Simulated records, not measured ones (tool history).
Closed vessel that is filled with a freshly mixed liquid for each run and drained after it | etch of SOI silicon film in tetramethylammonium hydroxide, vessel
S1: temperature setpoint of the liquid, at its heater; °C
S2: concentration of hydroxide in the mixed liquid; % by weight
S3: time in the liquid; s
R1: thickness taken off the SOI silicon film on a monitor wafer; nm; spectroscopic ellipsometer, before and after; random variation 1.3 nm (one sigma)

run,hour,S1,S2,S3,R1
1,0.0,58.0,17.5,85,243.54
2,7.5,58.0,19.0,85,230.21
3,8.8,58.0,21.5,85,219.31
4,15.3,57.0,21.5,85,206.00
5,19.4,56.5,21.5,85,200.32
6,20.8,56.5,18.0,85,217.08
7,22.7,55.5,18.0,85,205.49

The next listed run, before its measurement:
8,28.3,55.0,18.0,85,?

R1: 195.50 nm
